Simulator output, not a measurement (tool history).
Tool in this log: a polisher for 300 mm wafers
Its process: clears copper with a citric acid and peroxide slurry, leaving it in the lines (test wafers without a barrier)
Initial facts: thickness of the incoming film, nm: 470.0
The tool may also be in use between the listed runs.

run	hour	flow of slurry (ml/min)	pressure of the wafer on the pad (psi)	speed of the pad under the wafer (cm/s)	abrasive content of the slurry	overpolish time after the end point (s)	time until the end point was called (s)	dishing of a wide line in a test structure (nm)
1	0	295	3.9	110	1	19	170.61	35.694
2	5.2	295	3.2	110	1	19	191.18	32.662
3	14.1	295	3.2	90	1	19	235.53	28.008
4	20.5	350	3.2	90	1	19	228.25	27.956
5	25.3	350	3.2	90	1	24	238.43	34.252
6	29.6	350	3.9	90	1	24	210.92	36.477
7	36.4	355	5	110	1	15	139.1	34.586

Forecast run 8:
8	39.2	375	5.2	108	1	13	?	?

Run 8 produced time until the end point was called (s) 138.91, dishing of a wide line in a test structure (nm) 32.68.

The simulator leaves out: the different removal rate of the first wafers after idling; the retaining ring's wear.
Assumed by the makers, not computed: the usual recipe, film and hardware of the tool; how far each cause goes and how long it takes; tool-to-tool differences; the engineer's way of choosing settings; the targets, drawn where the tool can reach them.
